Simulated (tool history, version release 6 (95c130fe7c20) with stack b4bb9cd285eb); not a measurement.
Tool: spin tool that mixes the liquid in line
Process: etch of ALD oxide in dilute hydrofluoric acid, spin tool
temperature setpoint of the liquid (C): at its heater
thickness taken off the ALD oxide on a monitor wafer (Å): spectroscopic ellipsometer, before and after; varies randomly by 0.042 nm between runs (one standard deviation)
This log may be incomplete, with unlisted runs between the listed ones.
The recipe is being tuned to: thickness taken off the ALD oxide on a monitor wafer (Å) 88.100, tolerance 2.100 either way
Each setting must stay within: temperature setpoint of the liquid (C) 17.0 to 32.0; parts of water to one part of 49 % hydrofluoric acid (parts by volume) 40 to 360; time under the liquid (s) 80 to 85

run	hour	temperature setpoint of the liquid (C)	parts of water to one part of 49 % hydrofluoric acid (parts by volume)	time under the liquid (s)	thickness taken off the ALD oxide on a monitor wafer (Å)
1	0.0	24.0	200	80	114.100
2	8.7	22.5	200	80	107.240
3	11.3	22.5	150	80	150.630
4	19.5	22.5	150	85	162.160
5	23.0	19.0	150	85	140.970
6	28.9	19.0	175	85	116.870
7	37.4	18.5	180	85	111.130
8	42.8	17.0	215	85	84.715

Below are 5 possible settings for the next run. Only one of them brings all results inside the allowed miss of their targets. Which is it?
A	48.2	17.0	190	80	?
B	48.2	17.0	185	80	?
C	48.2	18.0	195	80	?
D	48.2	17.5	210	85	?
E	48.2	17.5	205	85	?

move	thickness taken off the ALD oxide on a monitor wafer (Å)
A	92.147
B	95.078
C	92.998
D	88.713
E	91.295
A: moves the result that the last run missed by most past its target, out the other side
B: moves the result that the last run missed by most past its target, out the other side
C: moves the result that the last run missed by most past its target, out the other side
D: each result inside its tolerance
E: moves the result that the last run missed by most past its target, out the other side
D meets every target.
